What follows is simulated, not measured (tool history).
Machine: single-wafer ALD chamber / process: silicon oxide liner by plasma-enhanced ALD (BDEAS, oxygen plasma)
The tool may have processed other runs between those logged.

| run | hour | heater temperature setpoint (K) | number of ALD cycles (cycles) | mean film thickness on the monitor wafer (nm) |
|---|---|---|---|---|
| 1 | 0.0 | 593.15 | 40 | 3.8099 |
| 2 | 1.6 | 604.15 | 40 | 3.7643 |
| 3 | 3.3 | 609.15 | 40 | 3.7157 |
| 4 | 8.9 | 609.15 | 36 | 3.3590 |
| 5 | 11.9 | 609.15 | 33 | 3.0749 |
| 6 | 17.3 | 608.15 | 35 | 3.2675 |
| 7 | 23.6 | 607.15 | 37 | 3.4543 |
| 8 | 28.2 | 606.15 | 39 | 3.6608 |
| 9 | 32.7 | 606.15 | 40 | 3.7387 |

Forecast run 10:
| 10 | 40.5 | 605.15 | 41 | ? |

For run 10 the tool returned mean film thickness on the monitor wafer (nm) 3.8488.
